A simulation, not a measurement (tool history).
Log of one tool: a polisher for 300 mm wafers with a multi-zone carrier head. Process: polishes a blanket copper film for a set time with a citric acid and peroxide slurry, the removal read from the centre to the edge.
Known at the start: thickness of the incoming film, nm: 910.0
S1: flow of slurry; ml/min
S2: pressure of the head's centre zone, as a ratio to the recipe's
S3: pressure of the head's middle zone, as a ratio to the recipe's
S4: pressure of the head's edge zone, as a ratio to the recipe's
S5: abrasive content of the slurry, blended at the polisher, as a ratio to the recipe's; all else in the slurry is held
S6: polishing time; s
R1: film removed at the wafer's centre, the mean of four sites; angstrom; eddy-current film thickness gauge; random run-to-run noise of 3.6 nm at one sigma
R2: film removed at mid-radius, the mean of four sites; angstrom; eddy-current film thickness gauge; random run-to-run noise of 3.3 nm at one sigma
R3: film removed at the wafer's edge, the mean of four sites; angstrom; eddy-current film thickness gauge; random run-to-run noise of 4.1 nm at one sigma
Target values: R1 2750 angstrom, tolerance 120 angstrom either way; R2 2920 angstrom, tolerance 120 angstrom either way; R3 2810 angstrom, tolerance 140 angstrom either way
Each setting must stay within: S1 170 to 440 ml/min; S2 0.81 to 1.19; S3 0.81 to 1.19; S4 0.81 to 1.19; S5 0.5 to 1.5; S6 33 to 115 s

run  hour   S1    S2    S3    S4    S5  S6      R1      R2      R3
  1     0  280     1     1     1     1  73  2140.3  2170.6  2138.4
  2   7.5  280     1  1.01  1.02   1.1  74  2251.6  2275.1  2231.1
  3  12.6  280     1  1.01  1.02   0.9  74  2123.3  2123.6  2126.6
  4  16.5  280     1  1.01  1.02   0.9  62  1799.6  1780.2  1790.2
  5    23  280     1  1.01  1.02     1  62  1808.2  1850.9  1842.9
  6    31  280     1  1.02  1.03   1.1  65  1996.1  2021.2  1957.9
  7  32.5  280  0.99  1.02  1.04  1.15  68  2047.6  2118.6  2167.9
  8  35.6  285     1  1.04  1.05   1.2  69  2090.7  2259.1  2188.3
  9  39.5  280  1.04     1  1.08  1.45  87  2916.6  2895.3  2970.6
 10  46.1  280  1.03  1.01  1.07  1.45  87  2942.5  2870.9  2886.3
 11  46.6  280  1.02  1.02  1.07  1.45  87  2837.2  2848.4  2975.8

Exercise: of the 4 proposed moves below, exactly one satisfies all targets within the stated allowed misses. Which move is it?
  A  47.1  300  1.13  1.19  0.99   1.5  77   ?   ?   ?
  B  47.1  350  1.03  1.11  1.09   1.3  83   ?   ?   ?
  C  47.1  260  1.19  1.19  1.01   1.4  79   ?   ?   ?
  D  47.1  295  1.06  1.05  1.07  1.45  86   ?   ?   ?

move      R1      R2      R3
   A  2884.1  2923.5  2568.5
   B    2758  2933.3  2801.7
   C  2999.2  2890.2    2572
   D  2982.3  2982.1    2938
A: takes the biggest miss from the last run beyond its target
B: each result inside its tolerance
C: takes the biggest miss from the last run beyond its target
D: the worst result of the last run now meets its target, but another is out of spec
The right move is B.

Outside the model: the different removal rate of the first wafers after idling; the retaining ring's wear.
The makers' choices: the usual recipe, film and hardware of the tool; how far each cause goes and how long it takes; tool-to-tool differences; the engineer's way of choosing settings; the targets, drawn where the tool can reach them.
